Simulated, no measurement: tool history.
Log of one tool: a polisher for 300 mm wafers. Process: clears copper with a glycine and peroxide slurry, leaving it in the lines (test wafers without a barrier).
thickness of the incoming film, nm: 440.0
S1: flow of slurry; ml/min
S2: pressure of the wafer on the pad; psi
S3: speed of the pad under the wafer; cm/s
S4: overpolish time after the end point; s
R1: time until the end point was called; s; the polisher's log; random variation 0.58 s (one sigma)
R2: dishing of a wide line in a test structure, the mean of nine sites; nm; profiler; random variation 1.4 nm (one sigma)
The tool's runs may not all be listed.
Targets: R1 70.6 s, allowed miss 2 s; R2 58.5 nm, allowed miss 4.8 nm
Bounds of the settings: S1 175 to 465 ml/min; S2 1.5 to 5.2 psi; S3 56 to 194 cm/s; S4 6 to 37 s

run  hour   S1   S2   S3  S4      R1      R2
  1     0  295  3.3  124  19  50.119  58.583
  2   7.7  295  3.3  124  26  50.079  61.334
  3  13.5  295  3.3  124  19  49.998  59.326
  4    17  295  3.3  124  14  50.318  48.536
     24.4  -- head pressure recalibrated
  5  24.4  295  3.3  150  14  40.236  53.229
  6  30.9  295  3.3  128  14  46.071  51.867
  7  38.6  295  3.1  128  16  48.606  55.614
  8  40.1  295  2.8  124  15  53.873  48.568
  9  43.3  295  2.6  122  18  59.447  51.141
 10  48.4  295  2.5  122  20  60.929  54.898
 11  50.9  290  1.9  122  24   76.64  51.754
 12  55.9  300  1.9  122  25  76.177  54.963
 13  60.4  305  1.9  122  25  76.495  51.964
 14  62.1  300    2  122  26  71.607    54.9
 15  65.1  300    2  122  29  72.333  57.371
 16  71.3  305    2  122  29  72.586  61.099
 17  79.2  310    2  122  27  72.767  57.106

Which of these 4 next moves meets every target?
  A  87.1  385  1.9  120  26   ?   ?
  B  87.1  355  2.1  110  32   ?   ?
  C  87.1  320  2.4  112  24   ?   ?
  D  87.1  365  2.1  120  28   ?   ?

move      R1      R2
   A  75.052  55.858
   B  74.747  61.014
   C  66.731  57.129
   D  69.549  59.164
A: further off than the last run
B: further off than the last run
C: takes the result that was furthest off past its target
D: meets every target
Move D is the one to make.
